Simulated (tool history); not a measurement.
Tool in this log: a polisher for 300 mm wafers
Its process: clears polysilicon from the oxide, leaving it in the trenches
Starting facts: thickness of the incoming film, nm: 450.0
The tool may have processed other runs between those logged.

run,hour,flow of slurry (ml/min),pressure of the wafer on the pad (kPa),speed of the pad under the wafer (cm/s),overpolish time after the end point (s),time until the end point was called (s),dishing of a wide line in a test structure (Å)
1,0.0,290,17.9,106,11,26.473,471.27
2,1.1,250,17.9,106,11,26.045,465.27
3,4.5,235,20.0,106,9,24.057,471.14
4,10.1,235,20.0,88,9,26.499,452.74
5,17.6,235,17.2,88,9,31.365,436.82
6,23.5,235,14.5,88,9,37.294,442.18
7,27.4,230,17.9,90,7,30.605,438.64

Run 8 is up next; what results do you expect?
8,29.2,225,20.7,92,6,?,?

time until the end point was called (s): 25.732
dishing of a wide line in a test structure (Å): 438.04
